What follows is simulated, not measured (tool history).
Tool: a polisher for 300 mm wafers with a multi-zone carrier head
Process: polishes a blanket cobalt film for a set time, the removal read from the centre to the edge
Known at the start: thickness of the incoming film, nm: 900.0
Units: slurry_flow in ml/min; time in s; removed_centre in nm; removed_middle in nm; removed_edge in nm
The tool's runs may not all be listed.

run,hour,slurry_flow,centre_zone,middle_zone,edge_zone,time,removed_centre,removed_middle,removed_edge
1,0.0,315,1.00,1.00,1.00,54,358.77,368.95,357.57
2,2.2,315,1.04,1.00,1.00,54,376.53,358.84,354.54
3,3.2,320,1.05,1.02,1.02,58,412.48,400.50,395.21
4,5.8,320,1.05,1.07,1.02,58,401.02,409.68,396.14
5,14.1,330,1.07,1.09,1.02,61,453.77,447.17,412.88
6,18.8,335,1.08,1.10,1.04,63,461.69,464.94,434.29
# hour 26.6: slurry nozzle cleaned
7,26.6,335,1.09,1.11,1.06,65,517.44,511.32,465.84

Run 8 comes next. What will it give?
8,28.6,330,1.08,1.10,1.08,66,?,?,?

{"run 8": {"removed_centre": 513.54, "removed_middle": 520.65, "removed_edge": 481.37}}
